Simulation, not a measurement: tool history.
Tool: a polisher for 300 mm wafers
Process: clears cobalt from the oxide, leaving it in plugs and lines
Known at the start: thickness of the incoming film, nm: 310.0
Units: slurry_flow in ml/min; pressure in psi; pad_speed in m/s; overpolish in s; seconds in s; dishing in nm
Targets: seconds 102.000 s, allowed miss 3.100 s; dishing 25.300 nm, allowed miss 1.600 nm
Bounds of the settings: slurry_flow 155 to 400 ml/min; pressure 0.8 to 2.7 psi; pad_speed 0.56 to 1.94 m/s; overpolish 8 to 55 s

run 1 day=0.000 | slurry_flow=255 pressure=1.7 pad_speed=1.24 overpolish=28 | seconds=63.753 dishing=34.602
run 2 day=0.304 | slurry_flow=250 pressure=1.6 pad_speed=1.24 overpolish=25 | seconds=69.466 dishing=34.296
run 3 day=0.654 | slurry_flow=275 pressure=1.5 pad_speed=1.22 overpolish=22 | seconds=74.414 dishing=31.971
run 4 day=0.938 | slurry_flow=290 pressure=1.4 pad_speed=1.22 overpolish=20 | seconds=76.696 dishing=31.301
run 5 day=1.246 | slurry_flow=290 pressure=1.1 pad_speed=1.22 overpolish=20 | seconds=97.007 dishing=29.828
run 6 day=1.496 | slurry_flow=290 pressure=0.8 pad_speed=1.22 overpolish=20 | seconds=130.820 dishing=25.683
run 7 day=1.742 | slurry_flow=295 pressure=0.8 pad_speed=1.24 overpolish=18 | seconds=131.930 dishing=25.143
run 8 day=1.775 | slurry_flow=305 pressure=0.8 pad_speed=1.24 overpolish=16 | seconds=127.680 dishing=23.156
run 9 day=2.125 | slurry_flow=350 pressure=1.2 pad_speed=1.24 overpolish=29 | seconds=88.604 dishing=34.388
run 10 day=2.288 | slurry_flow=330 pressure=1.2 pad_speed=1.24 overpolish=27 | seconds=87.259 dishing=34.200
run 11 day=2.508 | slurry_flow=310 pressure=1.2 pad_speed=1.24 overpolish=26 | seconds=87.773 dishing=33.918
run 12 day=2.588 | slurry_flow=300 pressure=1.2 pad_speed=1.24 overpolish=24 | seconds=88.080 dishing=31.605
run 13 day=2.629 | slurry_flow=285 pressure=1.2 pad_speed=1.24 overpolish=23 | seconds=88.407 dishing=32.541
run 14 day=2.725 | slurry_flow=285 pressure=1.2 pad_speed=1.24 overpolish=21 | seconds=89.855 dishing=30.726
run 15 day=3.058 | slurry_flow=275 pressure=1.2 pad_speed=1.24 overpolish=19 | seconds=88.792 dishing=30.356
run 16 day=3.204 | slurry_flow=265 pressure=1.2 pad_speed=1.24 overpolish=17 | seconds=90.591 dishing=28.555
run 17 day=3.458 | slurry_flow=255 pressure=1.2 pad_speed=1.24 overpolish=16 | seconds=90.631 dishing=28.039
run 18 day=3.650 | slurry_flow=250 pressure=1.2 pad_speed=1.24 overpolish=15 | seconds=89.187 dishing=26.583

Which of these 4 next moves meets every target?
run A day=3.842 | slurry_flow=255 pressure=1.2 pad_speed=1.06 overpolish=16 | seconds=? dishing=?
run B day=3.842 | slurry_flow=265 pressure=1.2 pad_speed=1.32 overpolish=14 | seconds=? dishing=?
run C day=3.842 | slurry_flow=210 pressure=1.1 pad_speed=1.14 overpolish=22 | seconds=? dishing=?
run D day=3.842 | slurry_flow=260 pressure=1.7 pad_speed=0.98 overpolish=12 | seconds=? dishing=?

move=A seconds=103.530 dishing=25.457
move=B seconds=85.109 dishing=26.174
move=C seconds=108.220 dishing=28.720
move=D seconds=78.966 dishing=25.173
A: meets every target
B: further off than the last run
C: takes the result that was furthest off past its target
D: further off than the last run
The right move is A.
